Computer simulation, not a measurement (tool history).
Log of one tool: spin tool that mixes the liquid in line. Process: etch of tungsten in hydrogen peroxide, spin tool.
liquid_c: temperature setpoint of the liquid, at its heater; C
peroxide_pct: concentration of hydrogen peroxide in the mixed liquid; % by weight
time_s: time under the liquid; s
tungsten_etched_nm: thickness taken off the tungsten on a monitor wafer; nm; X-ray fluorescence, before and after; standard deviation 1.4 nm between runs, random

| run | hour | liquid_c | peroxide_pct | time_s | tungsten_etched_nm |
|---|---|---|---|---|---|
| 1 | 0.0 | 53.0 | 20.0 | 50 | 125.20 |
| 2 | 7.1 | 53.0 | 20.0 | 50 | 123.84 |
| 3 | 8.6 | 53.0 | 20.0 | 55 | 136.45 |
| 4 | 11.5 | 54.0 | 20.0 | 55 | 145.08 |
| 5 | 18.1 | 54.0 | 20.0 | 50 | 133.60 |
| 6 | 27.0 | 58.0 | 20.0 | 50 | 166.98 |
| 7 | 35.2 | 58.5 | 20.0 | 50 | 173.12 |

Run 8 is up next; what results do you expect?
| 8 | 43.2 | 59.0 | 20.0 | 50 | ? |

Run 8 yielded tungsten_etched_nm 176.72 nm.
